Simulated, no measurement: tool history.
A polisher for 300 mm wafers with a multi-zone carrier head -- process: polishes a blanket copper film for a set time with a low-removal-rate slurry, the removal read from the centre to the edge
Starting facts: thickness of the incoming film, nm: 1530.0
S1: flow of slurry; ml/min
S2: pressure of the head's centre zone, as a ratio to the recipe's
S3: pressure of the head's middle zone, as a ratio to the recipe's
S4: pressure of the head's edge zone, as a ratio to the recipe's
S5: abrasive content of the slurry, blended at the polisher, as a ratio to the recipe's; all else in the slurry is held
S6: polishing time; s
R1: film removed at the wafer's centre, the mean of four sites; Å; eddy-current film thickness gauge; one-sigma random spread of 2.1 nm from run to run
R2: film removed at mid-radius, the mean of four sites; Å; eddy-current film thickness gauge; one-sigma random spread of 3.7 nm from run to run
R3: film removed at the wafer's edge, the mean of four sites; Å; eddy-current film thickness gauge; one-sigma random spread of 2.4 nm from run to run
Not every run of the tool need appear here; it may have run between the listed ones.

run,hour,S1,S2,S3,S4,S5,S6,R1,R2,R3
1,0.0,280,1.00,1.00,1.00,1.00,88,3229.2,3234.2,3341.2
2,4.0,275,0.98,1.00,0.97,0.95,88,3092.7,3159.3,3269.9
3,8.1,275,0.98,1.00,1.02,0.95,88,3053.5,3209.5,3365.4
4,12.0,275,0.98,1.00,1.02,1.10,88,3162.4,3376.3,3474.7
5,20.3,275,1.01,1.00,1.02,1.10,88,3296.4,3329.9,3405.2
6,21.6,275,1.01,1.00,1.02,1.20,88,3280.7,3394.7,3439.3
7,22.4,270,1.00,1.01,0.99,1.15,87,3264.5,3281.9,3380.0
8,31.4,290,0.99,1.04,0.98,1.05,85,3077.9,3247.1,3210.6
9,38.1,290,0.98,1.05,0.96,1.00,85,3078.6,3243.1,3220.3
10,44.6,290,0.98,1.05,0.96,1.00,85,3079.8,3241.9,3182.6
11,47.7,290,0.97,1.06,0.94,0.95,84,2962.9,3221.7,3099.1
12,54.9,285,0.96,1.06,0.92,0.90,84,2882.0,3232.9,3051.5

What does the tool deliver on the next run?
13,61.9,280,0.96,1.05,0.91,0.85,84,?,?,?

Run 13 produced R1 2841.2 Å, R2 3104.1 Å, R3 2964.1 Å.
